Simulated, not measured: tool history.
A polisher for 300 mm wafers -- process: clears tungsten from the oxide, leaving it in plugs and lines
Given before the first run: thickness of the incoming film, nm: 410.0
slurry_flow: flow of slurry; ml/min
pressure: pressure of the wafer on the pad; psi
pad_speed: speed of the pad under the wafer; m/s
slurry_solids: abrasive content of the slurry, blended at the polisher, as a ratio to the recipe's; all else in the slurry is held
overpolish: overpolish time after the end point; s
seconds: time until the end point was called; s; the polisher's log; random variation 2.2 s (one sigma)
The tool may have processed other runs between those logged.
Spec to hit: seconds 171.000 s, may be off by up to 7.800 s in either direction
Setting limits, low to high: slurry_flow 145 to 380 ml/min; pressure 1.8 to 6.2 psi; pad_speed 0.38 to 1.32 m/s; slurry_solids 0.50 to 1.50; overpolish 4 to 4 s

Run 1, hour 0.0: slurry_flow 245 ml/min, pressure 4.0 psi, pad_speed 0.84 m/s, slurry_solids 1.00, overpolish 4 s. Result: seconds 89.206 s.
Run 2, hour 1.0: slurry_flow 305 ml/min, pressure 4.0 psi, pad_speed 0.84 m/s, slurry_solids 1.00, overpolish 4 s. Result: seconds 85.517 s.
Run 3, hour 7.5: slurry_flow 300 ml/min, pressure 3.2 psi, pad_speed 0.80 m/s, slurry_solids 1.00, overpolish 4 s. Result: seconds 105.450 s.
Run 4, hour 12.8: slurry_flow 300 ml/min, pressure 3.2 psi, pad_speed 0.80 m/s, slurry_solids 0.90, overpolish 4 s. Result: seconds 110.320 s.
At hour 16.9: head pressure recalibrated.
Run 5, hour 16.9: slurry_flow 300 ml/min, pressure 3.2 psi, pad_speed 0.80 m/s, slurry_solids 0.80, overpolish 4 s. Result: seconds 122.150 s.
Run 6, hour 19.6: slurry_flow 300 ml/min, pressure 3.2 psi, pad_speed 0.80 m/s, slurry_solids 0.80, overpolish 4 s. Result: seconds 121.610 s.
Run 7, hour 22.1: slurry_flow 295 ml/min, pressure 2.7 psi, pad_speed 0.78 m/s, slurry_solids 0.80, overpolish 4 s. Result: seconds 138.880 s.
Run 8, hour 27.2: slurry_flow 290 ml/min, pressure 2.4 psi, pad_speed 0.78 m/s, slurry_solids 0.80, overpolish 4 s. Result: seconds 153.870 s.

Which single option among these 5 for the next run brings every result within its allowed miss of target? Just one does.
Run A, hour 32.3: slurry_flow 320 ml/min, pressure 1.9 psi, pad_speed 0.76 m/s, slurry_solids 0.65, overpolish 4 s. Result: seconds ?.
Run B, hour 32.3: slurry_flow 310 ml/min, pressure 2.2 psi, pad_speed 0.84 m/s, slurry_solids 0.75, overpolish 4 s. Result: seconds ?.
Run C, hour 32.3: slurry_flow 265 ml/min, pressure 2.0 psi, pad_speed 0.74 m/s, slurry_solids 0.85, overpolish 4 s. Result: seconds ?.
Run D, hour 32.3: slurry_flow 215 ml/min, pressure 3.9 psi, pad_speed 0.56 m/s, slurry_solids 0.55, overpolish 4 s. Result: seconds ?.
Run E, hour 32.3: slurry_flow 250 ml/min, pressure 1.9 psi, pad_speed 0.84 m/s, slurry_solids 0.50, overpolish 4 s. Result: seconds ?.

move  seconds
   A  191.160
   B  151.850
   C  172.470
   D  157.300
   E  182.040
A: carries the result that was furthest off beyond its target, to the other side
B: the biggest miss grows against the last run
C: meets every target
D: better than the last run, though not everything is in spec
E: carries the result that was furthest off beyond its target, to the other side
C is the move that brings every result within its allowed miss.
